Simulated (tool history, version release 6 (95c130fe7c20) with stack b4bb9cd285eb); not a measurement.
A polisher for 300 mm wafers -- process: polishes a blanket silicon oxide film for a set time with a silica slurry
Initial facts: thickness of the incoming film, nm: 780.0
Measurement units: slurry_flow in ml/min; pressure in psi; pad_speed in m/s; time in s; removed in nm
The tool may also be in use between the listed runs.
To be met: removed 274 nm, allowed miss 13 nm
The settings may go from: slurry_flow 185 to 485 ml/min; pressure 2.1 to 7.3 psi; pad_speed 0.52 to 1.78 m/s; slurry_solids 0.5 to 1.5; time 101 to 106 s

run,hour,slurry_flow,pressure,pad_speed,slurry_solids,time,removed
1,0,310,4.7,1.14,1,101,347.63
2,1,310,4.5,1.14,1,101,334.43
3,9.7,310,4.3,1.14,1,101,321.59
4,11.1,310,4.3,1.3,1,101,365.37
5,18.3,310,3.7,1.3,1,101,314.3
6,19,250,3.7,1.3,1,101,309.34
7,19.8,250,3.6,1.3,1,101,301.08
8,25.9,250,3.5,1.3,1,101,287.96

4 candidate next runs follow, results not yet known. Just one meets every target within its allowed miss. Identify it.
A,32,315,3.4,1.24,1.05,105,?
B,32,205,3.7,1.06,1.05,106,?
C,32,295,2.9,1.12,1.15,101,?
D,32,235,3.2,1.24,0.9,101,?

move,removed
A,309.11
B,280.75
C,251.79
D,245.05
A: misses by more than the last run did
B: meets every target
C: takes the biggest miss from the last run beyond its target
D: takes the biggest miss from the last run beyond its target
Move B is the one to make.
